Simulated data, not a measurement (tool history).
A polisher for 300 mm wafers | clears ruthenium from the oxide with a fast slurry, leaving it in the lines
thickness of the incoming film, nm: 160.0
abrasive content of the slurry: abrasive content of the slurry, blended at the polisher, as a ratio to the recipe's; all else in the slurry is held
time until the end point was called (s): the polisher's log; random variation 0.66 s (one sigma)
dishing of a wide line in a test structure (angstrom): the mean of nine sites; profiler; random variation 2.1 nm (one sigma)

| run | day | flow of slurry (ml/min) | pressure of the wafer on the pad (kPa) | speed of the pad under the wafer (m/s) | abrasive content of the slurry | overpolish time after the end point (s) | time until the end point was called (s) | dishing of a wide line in a test structure (angstrom) |
|---|---|---|---|---|---|---|---|---|
| 1 | 0.000 | 305 | 22.1 | 0.82 | 1.00 | 25 | 50.147 | 598.58 |
| 2 | 0.350 | 305 | 22.1 | 0.82 | 0.85 | 25 | 55.863 | 546.52 |
| 3 | 0.421 | 305 | 22.1 | 0.82 | 0.85 | 15 | 55.276 | 362.41 |
| 4 | 0.450 | 305 | 24.1 | 0.84 | 0.85 | 19 | 51.123 | 501.56 |
| 5 | 0.729 | 305 | 26.9 | 0.86 | 0.85 | 19 | 42.896 | 531.37 |
| 6 | 1.092 | 275 | 26.9 | 0.86 | 0.85 | 19 | 44.680 | 523.07 |

The next listed run, before its measurement:
| 7 | 1.392 | 275 | 28.3 | 0.86 | 0.85 | 22 | ? | ? |

Run 7 gave time until the end point was called (s) 42.725, dishing of a wide line in a test structure (angstrom) 634.56.

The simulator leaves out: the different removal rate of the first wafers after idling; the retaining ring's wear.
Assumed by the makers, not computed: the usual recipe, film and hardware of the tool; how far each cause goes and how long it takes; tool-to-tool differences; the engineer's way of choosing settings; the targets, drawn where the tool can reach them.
